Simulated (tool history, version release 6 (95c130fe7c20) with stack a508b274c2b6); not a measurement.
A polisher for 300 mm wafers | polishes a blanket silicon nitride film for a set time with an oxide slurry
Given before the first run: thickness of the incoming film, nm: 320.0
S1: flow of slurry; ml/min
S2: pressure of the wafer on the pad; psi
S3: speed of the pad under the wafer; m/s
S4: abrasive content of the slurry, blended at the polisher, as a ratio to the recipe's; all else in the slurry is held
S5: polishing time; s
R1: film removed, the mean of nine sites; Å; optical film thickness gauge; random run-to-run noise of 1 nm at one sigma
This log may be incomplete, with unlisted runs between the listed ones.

run  hour   S1   S2    S3   S4   S5       R1
  1   0.0  130  4.1  1.10  1.0  113   939.37
  2   4.8  110  4.1  1.10  1.0  113   949.96
  3   5.7  110  4.7  1.10  1.0  113  1069.20
  4   8.4  110  4.7  1.10  1.0  119  1111.10
  5  17.3  110  4.4  1.08  1.0  119  1019.20
  6  18.6  110  4.2  1.08  1.0  119  1003.60

Forecast run 7:
  7  21.1  110  3.9  1.06  1.0  119   ?

{"run 7": {"R1": 914.89}}

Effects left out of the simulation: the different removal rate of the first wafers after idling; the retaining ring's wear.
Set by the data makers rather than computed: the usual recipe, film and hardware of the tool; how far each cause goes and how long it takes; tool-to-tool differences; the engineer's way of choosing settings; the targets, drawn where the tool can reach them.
